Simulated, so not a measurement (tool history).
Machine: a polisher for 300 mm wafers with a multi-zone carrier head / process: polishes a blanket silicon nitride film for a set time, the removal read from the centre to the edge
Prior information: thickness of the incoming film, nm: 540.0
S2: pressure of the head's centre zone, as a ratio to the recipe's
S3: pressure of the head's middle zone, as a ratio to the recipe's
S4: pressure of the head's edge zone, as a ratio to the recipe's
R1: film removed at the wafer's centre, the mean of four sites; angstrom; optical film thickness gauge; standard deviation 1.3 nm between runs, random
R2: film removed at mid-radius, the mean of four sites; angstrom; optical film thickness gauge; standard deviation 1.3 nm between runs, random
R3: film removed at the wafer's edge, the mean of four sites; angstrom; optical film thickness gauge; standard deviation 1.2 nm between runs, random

{"run": 1, "day": 0.0, "flow of slurry (ml/min)": 255, "S2": 1.0, "S3": 1.0, "S4": 1.0, "polishing time (s)": 80, "R1": 1387.2, "R2": 1467.2, "R3": 1381.6}
{"run": 2, "day": 0.1, "flow of slurry (ml/min)": 255, "S2": 1.0, "S3": 1.06, "S4": 1.0, "polishing time (s)": 80, "R1": 1408.4, "R2": 1522.4, "R3": 1366.6}
{"run": 3, "day": 0.375, "flow of slurry (ml/min)": 285, "S2": 1.0, "S3": 1.06, "S4": 1.0, "polishing time (s)": 80, "R1": 1399.5, "R2": 1553.2, "R3": 1388.6}
{"run": 4, "day": 0.408, "flow of slurry (ml/min)": 285, "S2": 1.0, "S3": 1.0, "S4": 1.0, "polishing time (s)": 80, "R1": 1432.1, "R2": 1453.4, "R3": 1389.1}
{"run": 5, "day": 0.471, "flow of slurry (ml/min)": 285, "S2": 1.0, "S3": 1.0, "S4": 1.0, "polishing time (s)": 67, "R1": 1192.2, "R2": 1232.6, "R3": 1148.2}
{"run": 6, "day": 0.638, "flow of slurry (ml/min)": 285, "S2": 1.01, "S3": 1.02, "S4": 1.02, "polishing time (s)": 72, "R1": 1284.3, "R2": 1339.4, "R3": 1263.5}
{"run": 7, "day": 0.8, "flow of slurry (ml/min)": 290, "S2": 1.03, "S3": 1.05, "S4": 1.05, "polishing time (s)": 75, "R1": 1339.2, "R2": 1451.6, "R3": 1335.5}
{"run": 8, "day": 0.904, "flow of slurry (ml/min)": 295, "S2": 1.05, "S3": 1.05, "S4": 1.07, "polishing time (s)": 78, "R1": 1428.1, "R2": 1486.1, "R3": 1409.1}
{"run": 9, "day": 1.108, "flow of slurry (ml/min)": 300, "S2": 1.06, "S3": 1.06, "S4": 1.09, "polishing time (s)": 80, "R1": 1469.3, "R2": 1560.4, "R3": 1459.3}
{"run": 10, "day": 1.371, "flow of slurry (ml/min)": 305, "S2": 1.07, "S3": 1.06, "S4": 1.11, "polishing time (s)": 82, "R1": 1510.7, "R2": 1608.3, "R3": 1503.4}
{"run": 11, "day": 1.462, "flow of slurry (ml/min)": 305, "S2": 1.07, "S3": 1.06, "S4": 1.12, "polishing time (s)": 84, "R1": 1573.2, "R2": 1638.5, "R3": 1543.7}
{"run": 12, "day": 1.838, "flow of slurry (ml/min)": 305, "S2": 1.06, "S3": 1.06, "S4": 1.13, "polishing time (s)": 86, "R1": 1587.3, "R2": 1680.9, "R3": 1569.8}
{"run": 13, "day": 2.162, "flow of slurry (ml/min)": 300, "S2": 1.05, "S3": 1.06, "S4": 1.14, "polishing time (s)": 88, "R1": 1612.9, "R2": 1702.5, "R3": 1649.5}
{"run": 14, "day": 2.271, "flow of slurry (ml/min)": 300, "S2": 1.05, "S3": 1.07, "S4": 1.15, "polishing time (s)": 89, "R1": 1613.3, "R2": 1725.3, "R3": 1666.3}

Predict the results of run 15:
{"run": 15, "day": 2.296, "flow of slurry (ml/min)": 305, "S2": 1.05, "S3": 1.07, "S4": 1.16, "polishing time (s)": 90, "R1": "?", "R2": "?", "R3": "?"}

Run 15 came out at R1 1657.9 angstrom, R2 1771.7 angstrom, R3 1696.4 angstrom.

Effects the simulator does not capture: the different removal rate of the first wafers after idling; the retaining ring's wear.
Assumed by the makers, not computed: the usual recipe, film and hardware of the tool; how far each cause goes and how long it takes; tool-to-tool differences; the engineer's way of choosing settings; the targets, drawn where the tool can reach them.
